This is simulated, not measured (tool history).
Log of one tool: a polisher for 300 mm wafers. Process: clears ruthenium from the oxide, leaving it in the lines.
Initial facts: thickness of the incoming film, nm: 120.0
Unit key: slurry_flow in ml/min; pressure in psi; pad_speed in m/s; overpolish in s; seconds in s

run    day  slurry_flow  pressure  pad_speed  overpolish  seconds
  1      0          300       1.8        1.1           7   113.48
  2  0.296          300       1.8        1.1           7    116.1
  3  0.333          300       1.8        1.1           7   115.02
  4  0.571          300       1.6        1.1           7   128.87
  5  0.858          300       1.8        1.1           7   116.73
  6  1.138          300       1.6        1.1           7   129.15
  7  1.317          300       1.4        1.1           7   146.81
  8  1.462          300       1.4        1.1           7   146.68
  9  1.771          300       1.3        1.1           7   159.99

What will run 10 give?
 10  1.808          300       1.2        1.1           7        ?

{"run 10": {"seconds": 171.26}}
